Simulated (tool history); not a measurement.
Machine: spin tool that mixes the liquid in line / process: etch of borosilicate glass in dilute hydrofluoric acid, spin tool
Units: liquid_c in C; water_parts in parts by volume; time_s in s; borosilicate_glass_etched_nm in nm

| run | hour | liquid_c | water_parts | time_s | borosilicate_glass_etched_nm |
|---|---|---|---|---|---|
| 1 | 0 | 23 | 120 | 305 | 59.368 |
| 2 | 5.8 | 23 | 100 | 305 | 72.734 |
| 3 | 11.4 | 23.5 | 95 | 305 | 78.732 |
| 4 | 19.8 | 23.5 | 95 | 325 | 83.321 |
| 5 | 25.4 | 22 | 95 | 325 | 78.702 |
| 6 | 29.4 | 22 | 95 | 325 | 79.075 |
| 7 | 34 | 23 | 90 | 325 | 86.836 |
| 8 | 42.3 | 24 | 85 | 325 | 96.507 |
| 9 | 47.9 | 24.5 | 85 | 325 | 98.339 |
| 10 | 56.2 | 25 | 85 | 325 | 100.37 |
| 11 | 60.8 | 25.5 | 85 | 325 | 102.22 |
| 12 | 62.9 | 26 | 85 | 325 | 104.52 |
| 13 | 64.6 | 26.5 | 85 | 325 | 106.51 |
| 14 | 71.2 | 26.5 | 85 | 325 | 106.55 |

Estimate the outcome of run 15 from the log above:
| 15 | 71.7 | 26.5 | 85 | 325 | ? |

borosilicate_glass_etched_nm: 106.27 nm
